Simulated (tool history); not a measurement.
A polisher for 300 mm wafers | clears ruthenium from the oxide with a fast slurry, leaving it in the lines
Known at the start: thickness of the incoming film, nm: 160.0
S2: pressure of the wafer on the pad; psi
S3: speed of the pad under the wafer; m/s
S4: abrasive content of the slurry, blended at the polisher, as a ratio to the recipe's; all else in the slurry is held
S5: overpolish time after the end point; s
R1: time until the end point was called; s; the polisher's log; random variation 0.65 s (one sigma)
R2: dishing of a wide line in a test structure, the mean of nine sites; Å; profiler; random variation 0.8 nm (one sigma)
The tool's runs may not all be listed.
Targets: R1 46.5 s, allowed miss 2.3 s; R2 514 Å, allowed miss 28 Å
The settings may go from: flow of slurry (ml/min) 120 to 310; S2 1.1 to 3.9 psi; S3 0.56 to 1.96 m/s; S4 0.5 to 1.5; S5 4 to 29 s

Run 1, day 0: flow of slurry (ml/min) 200, S2 2.5 psi, S3 1.26 m/s, S4 1, S5 15 s. Result: R1 30.816 s, R2 558.1 Å.
Run 2, day 0.246: flow of slurry (ml/min) 200, S2 2.1 psi, S3 1.26 m/s, S4 1, S5 15 s. Result: R1 37.222 s, R2 482.69 Å.
Run 3, day 0.596: flow of slurry (ml/min) 200, S2 2.1 psi, S3 1.06 m/s, S4 1, S5 15 s. Result: R1 42.994 s, R2 423.98 Å.
Run 4, day 0.662: flow of slurry (ml/min) 160, S2 2.1 psi, S3 1.06 m/s, S4 1, S5 15 s. Result: R1 44.438 s, R2 431.34 Å.
Run 5, day 0.842: flow of slurry (ml/min) 120, S2 2.1 psi, S3 1.06 m/s, S4 1, S5 15 s. Result: R1 45.207 s, R2 407.68 Å.
Run 6, day 1.042: flow of slurry (ml/min) 120, S2 2.1 psi, S3 1.06 m/s, S4 1, S5 16 s. Result: R1 45.458 s, R2 420.44 Å.
Run 7, day 1.088: flow of slurry (ml/min) 120, S2 2.1 psi, S3 1.06 m/s, S4 1, S5 17 s. Result: R1 45 s, R2 449.41 Å.
Run 8, day 1.371: flow of slurry (ml/min) 120, S2 2.1 psi, S3 1.06 m/s, S4 1, S5 18 s. Result: R1 45.865 s, R2 477.57 Å.

5 next moves are on the table. One of them brings every result within its allowed miss. Which?
Run A, day 1.654: flow of slurry (ml/min) 120, S2 2 psi, S3 1.14 m/s, S4 1, S5 16 s. Result: R1 ?, R2 ?.
Run B, day 1.654: flow of slurry (ml/min) 120, S2 1.9 psi, S3 1.06 m/s, S4 1.05, S5 17 s. Result: R1 ?, R2 ?.
Run C, day 1.654: flow of slurry (ml/min) 125, S2 2.1 psi, S3 0.98 m/s, S4 1, S5 17 s. Result: R1 ?, R2 ?.
Run D, day 1.654: flow of slurry (ml/min) 125, S2 2.3 psi, S3 1.1 m/s, S4 0.8, S5 20 s. Result: R1 ?, R2 ?.
Run E, day 1.654: flow of slurry (ml/min) 145, S2 2.1 psi, S3 1.1 m/s, S4 0.95, S5 15 s. Result: R1 ?, R2 ?.

move      R1      R2
   A  45.293  442.52
   B  49.482  431.99
   C  49.535  431.59
   D   46.93   519.1
   E  45.331  418.12
A: further off than the last run
B: further off than the last run
C: further off than the last run
D: meets every target
E: further off than the last run
Move D is the one to make.

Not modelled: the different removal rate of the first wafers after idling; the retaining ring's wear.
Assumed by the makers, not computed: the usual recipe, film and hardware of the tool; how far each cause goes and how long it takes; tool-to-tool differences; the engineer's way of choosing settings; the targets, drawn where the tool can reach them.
